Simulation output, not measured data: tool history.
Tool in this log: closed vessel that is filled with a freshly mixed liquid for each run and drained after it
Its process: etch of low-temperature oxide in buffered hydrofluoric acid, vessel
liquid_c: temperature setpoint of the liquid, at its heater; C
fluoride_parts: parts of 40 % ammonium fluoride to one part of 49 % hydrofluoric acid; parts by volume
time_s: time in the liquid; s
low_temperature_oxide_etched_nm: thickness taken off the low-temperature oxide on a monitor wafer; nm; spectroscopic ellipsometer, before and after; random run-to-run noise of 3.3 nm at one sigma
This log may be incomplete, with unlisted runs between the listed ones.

run,hour,liquid_c,fluoride_parts,time_s,low_temperature_oxide_etched_nm
1,0,25,11.5,95,573.95
2,3.5,23.5,11.5,95,516.69
3,10.7,26.5,11.5,95,626.45
4,14.7,26.5,9.5,95,742.52
5,17.8,26.5,7,95,988.32
6,21.1,26.5,7,95,1003.5
7,29,24,8,95,743.95
8,31.3,22,8.5,95,630.88

Expected results for the next run?
9,33,20.5,9,95,?

low_temperature_oxide_etched_nm: 546.86 nm
